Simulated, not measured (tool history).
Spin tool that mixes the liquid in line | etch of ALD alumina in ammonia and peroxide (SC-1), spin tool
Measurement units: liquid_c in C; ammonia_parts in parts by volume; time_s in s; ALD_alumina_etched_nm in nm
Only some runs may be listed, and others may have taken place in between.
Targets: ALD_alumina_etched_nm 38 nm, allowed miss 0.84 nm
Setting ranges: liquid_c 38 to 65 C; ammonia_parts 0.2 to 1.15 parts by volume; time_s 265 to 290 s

run,day,liquid_c,ammonia_parts,time_s,ALD_alumina_etched_nm
1,0,49,0.65,265,18.77
2,0.379,49,0.55,265,18.431
3,0.529,52,0.55,265,21.907
4,0.854,52,0.55,290,23.903
5,1.088,52,0.55,265,21.74
6,1.246,54,0.55,265,24.2
7,1.446,55.5,0.55,265,26.344
8,1.667,57,0.55,265,28.531
9,1.842,58,0.55,265,29.927
10,1.875,59,0.55,265,31.339
11,2.008,60,0.55,265,33.119
12,2.062,60.5,0.55,265,34.048

Which one of the following 4 next-run settings gets every result inside its allowed miss? There is exactly one.
A,2.117,61.5,0.55,290,?
B,2.117,62,0.85,265,?
C,2.117,61.5,0.65,285,?
D,2.117,63,0.5,275,?

move,ALD_alumina_etched_nm
A,39.272
B,38.354
C,39.209
D,39.815
A: takes the biggest miss from the last run beyond its target
B: every result lands within tolerance
C: takes the biggest miss from the last run beyond its target
D: takes the biggest miss from the last run beyond its target
Move B is the one to make.
